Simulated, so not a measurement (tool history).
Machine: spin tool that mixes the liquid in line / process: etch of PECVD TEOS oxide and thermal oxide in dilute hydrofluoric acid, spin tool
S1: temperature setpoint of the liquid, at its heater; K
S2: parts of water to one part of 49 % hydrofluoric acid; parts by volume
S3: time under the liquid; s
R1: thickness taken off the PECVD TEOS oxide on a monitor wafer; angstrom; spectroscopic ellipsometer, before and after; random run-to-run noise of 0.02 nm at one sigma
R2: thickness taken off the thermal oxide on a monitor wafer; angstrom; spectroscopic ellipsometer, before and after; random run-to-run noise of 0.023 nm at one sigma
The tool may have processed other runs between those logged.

run	day	S1	S2	S3	R1	R2
1	0.000	299.15	165	180	110.610	48.044
2	0.312	297.15	175	180	96.163	41.251
3	0.571	297.15	155	180	110.350	48.053
4	0.612	295.65	165	180	96.694	42.375
5	0.888	297.15	165	180	102.400	44.195
6	0.962	295.65	175	180	90.677	39.335
7	1.096	294.65	185	180	81.742	34.670
8	1.446	294.15	190	180	77.847	33.234
9	1.742	293.65	195	180	73.725	31.787
10	1.775	293.15	200	180	69.971	29.971
11	1.979	292.65	200	180	68.604	29.489

The next listed run, before its measurement:
12	2.246	292.15	200	180	?	?

For run 12 the tool returned R1 67.361 angstrom, R2 28.886 angstrom.
